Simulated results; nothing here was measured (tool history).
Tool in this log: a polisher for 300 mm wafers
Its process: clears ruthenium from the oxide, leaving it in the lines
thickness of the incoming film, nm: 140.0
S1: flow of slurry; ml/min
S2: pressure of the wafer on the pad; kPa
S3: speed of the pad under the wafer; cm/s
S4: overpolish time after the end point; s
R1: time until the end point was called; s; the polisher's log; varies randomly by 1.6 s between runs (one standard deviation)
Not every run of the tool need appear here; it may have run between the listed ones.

Run 1, hour 0: S1 155 ml/min, S2 12.4 kPa, S3 130 cm/s, S4 36 s. Result: R1 89.161 s.
Run 2, hour 7.1: S1 120 ml/min, S2 12.4 kPa, S3 130 cm/s, S4 36 s. Result: R1 95.252 s.
Run 3, hour 11.7: S1 115 ml/min, S2 11 kPa, S3 130 cm/s, S4 36 s. Result: R1 102.29 s.
Run 4, hour 12.9: S1 115 ml/min, S2 9.7 kPa, S3 128 cm/s, S4 36 s. Result: R1 114.32 s.
Run 5, hour 18.5: S1 115 ml/min, S2 9 kPa, S3 128 cm/s, S4 36 s. Result: R1 119.9 s.
Run 6, hour 20.1: S1 115 ml/min, S2 9 kPa, S3 158 cm/s, S4 36 s. Result: R1 97.82 s.
Run 7, hour 29.1: S1 115 ml/min, S2 8.3 kPa, S3 152 cm/s, S4 36 s. Result: R1 107.58 s.
Run 8, hour 35.3: S1 115 ml/min, S2 7.6 kPa, S3 148 cm/s, S4 36 s. Result: R1 115.14 s.

For run 9, what comes out?
Run 9, hour 41.6: S1 115 ml/min, S2 6.9 kPa, S3 146 cm/s, S4 36 s. Result: R1 ?.

{"run 9": {"R1": 126.39}}
